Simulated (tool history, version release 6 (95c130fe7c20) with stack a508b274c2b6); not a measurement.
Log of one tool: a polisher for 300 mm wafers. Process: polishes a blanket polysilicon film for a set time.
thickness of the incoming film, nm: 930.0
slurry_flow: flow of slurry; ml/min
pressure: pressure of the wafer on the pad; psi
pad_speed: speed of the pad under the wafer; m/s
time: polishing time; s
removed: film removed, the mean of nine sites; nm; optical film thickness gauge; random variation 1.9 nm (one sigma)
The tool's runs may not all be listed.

Run 1, day 0: slurry_flow 130 ml/min, pressure 3.1 psi, pad_speed 1.26 m/s, time 41 s. Result: removed 426.78 nm.
Run 2, day 0.258: slurry_flow 130 ml/min, pressure 3.1 psi, pad_speed 1.52 m/s, time 41 s. Result: removed 486.21 nm.
Run 3, day 0.458: slurry_flow 125 ml/min, pressure 2.7 psi, pad_speed 1.5 m/s, time 41 s. Result: removed 408.66 nm.
Run 4, day 0.529: slurry_flow 125 ml/min, pressure 2.7 psi, pad_speed 1.24 m/s, time 41 s. Result: removed 366.84 nm.
Run 5, day 0.779: slurry_flow 125 ml/min, pressure 2.7 psi, pad_speed 1.24 m/s, time 41 s. Result: removed 365.95 nm.
Run 6, day 1.142: slurry_flow 120 ml/min, pressure 2.5 psi, pad_speed 1.24 m/s, time 41 s. Result: removed 340.37 nm.
Run 7, day 1.483: slurry_flow 115 ml/min, pressure 2.3 psi, pad_speed 1.24 m/s, time 41 s. Result: removed 307.54 nm.
Run 8, day 1.567: slurry_flow 110 ml/min, pressure 2.2 psi, pad_speed 1.24 m/s, time 41 s. Result: removed 290.73 nm.

The next listed run, before its measurement:
Run 9, day 1.762: slurry_flow 85 ml/min, pressure 2 psi, pad_speed 1.24 m/s, time 41 s. Result: removed ?.

{"run 9": {"removed": 245.1}}

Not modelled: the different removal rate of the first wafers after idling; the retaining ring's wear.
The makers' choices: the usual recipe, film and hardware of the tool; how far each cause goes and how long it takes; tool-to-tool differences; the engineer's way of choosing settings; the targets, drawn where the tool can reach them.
